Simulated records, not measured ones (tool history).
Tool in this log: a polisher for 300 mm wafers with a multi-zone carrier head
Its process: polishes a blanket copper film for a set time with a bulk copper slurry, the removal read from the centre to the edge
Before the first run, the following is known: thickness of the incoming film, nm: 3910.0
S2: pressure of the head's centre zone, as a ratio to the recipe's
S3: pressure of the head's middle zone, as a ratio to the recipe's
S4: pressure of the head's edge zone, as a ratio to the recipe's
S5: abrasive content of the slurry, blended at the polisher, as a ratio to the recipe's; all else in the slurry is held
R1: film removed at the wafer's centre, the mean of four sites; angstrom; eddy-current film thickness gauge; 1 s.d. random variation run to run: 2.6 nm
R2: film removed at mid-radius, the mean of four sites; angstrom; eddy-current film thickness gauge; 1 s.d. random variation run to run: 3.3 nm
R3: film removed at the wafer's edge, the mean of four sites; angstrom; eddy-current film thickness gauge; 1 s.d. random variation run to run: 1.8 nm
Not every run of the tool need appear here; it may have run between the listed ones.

run 1 hour=0 | flow_of_slurry_(ml/min)=235 S2=1 S3=1 S4=1 S5=1 polishing_time_(s)=43 | R1=2765.5 R2=2652.2 R3=2727.4
run 2 hour=6.7 | flow_of_slurry_(ml/min)=235 S2=1 S3=1 S4=1 S5=1 polishing_time_(s)=39 | R1=2481.9 R2=2456.4 R3=2437.7
run 3 hour=13.1 | flow_of_slurry_(ml/min)=235 S2=1 S3=1 S4=1 S5=1 polishing_time_(s)=33 | R1=2099.7 R2=2027.1 R3=2060.5
run 4 hour=18.7 | flow_of_slurry_(ml/min)=235 S2=1 S3=1 S4=1 S5=1 polishing_time_(s)=40 | R1=2617.2 R2=2385.8 R3=2547.9
run 5 hour=24.1 | flow_of_slurry_(ml/min)=230 S2=0.99 S3=0.99 S4=0.99 S5=1 polishing_time_(s)=40 | R1=2509.2 R2=2435.6 R3=2468.5
run 6 hour=26.5 | flow_of_slurry_(ml/min)=230 S2=0.99 S3=0.97 S4=1 S5=1 polishing_time_(s)=40 | R1=2508.6 R2=2400.2 R3=2480.5

For run 7, what comes out?
run 7 hour=30.9 | flow_of_slurry_(ml/min)=225 S2=0.99 S3=0.95 S4=1.01 S5=1 polishing_time_(s)=40 | R1=? R2=? R3=?

Run 7 gave R1 2572.9 angstrom, R2 2290.9 angstrom, R3 2537.1 angstrom.
